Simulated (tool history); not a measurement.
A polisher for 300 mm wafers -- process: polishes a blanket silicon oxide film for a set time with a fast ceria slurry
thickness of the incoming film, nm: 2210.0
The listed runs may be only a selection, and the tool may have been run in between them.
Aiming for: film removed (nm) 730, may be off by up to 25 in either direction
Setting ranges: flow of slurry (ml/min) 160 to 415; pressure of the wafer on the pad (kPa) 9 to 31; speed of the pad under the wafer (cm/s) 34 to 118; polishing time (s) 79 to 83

run  hour  flow of slurry (ml/min)  pressure of the wafer on the pad (kPa)  speed of the pad under the wafer (cm/s)  polishing time (s)  film removed (nm)
  1     0                      265                                      20                                       76                  79             1174.6
  2   3.5                      265                                      20                                       76                  79             1165.6
  3   8.7                      265                                      20                                       66                  79               1031
  4  17.7                      320                                      20                                       66                  79             1038.4
  5  21.9                      320                                      20                                       66                  83             1080.7
  6  28.9                      320                                    15.2                                       66                  83             922.76
  7  30.2                      320                                    13.1                                       66                  83             854.38
  8  37.1                      320                                    11.7                                       66                  83             803.37

5 candidate next runs follow, results not yet known. Just one meets every target within its allowed miss. Identify it.
  A    44                      310                                       9                                       68                  79                  ?
  B    44                      215                                    14.5                                       58                  79                  ?
  C    44                      360                                      11                                       74                  83                  ?
  D    44                      230                                    11.7                                       60                  79                  ?
  E    44                      310                                    10.3                                       68                  83                  ?

move  film removed (nm)
   A             676.34
   B             720.95
   C             861.23
   D             667.24
   E             760.46
A: takes the result that was furthest off past its target
B: hits every target within its allowed miss
C: further off than the last run
D: takes the result that was furthest off past its target
E: closer than the last run, but not yet in spec
The move that meets every target is B.
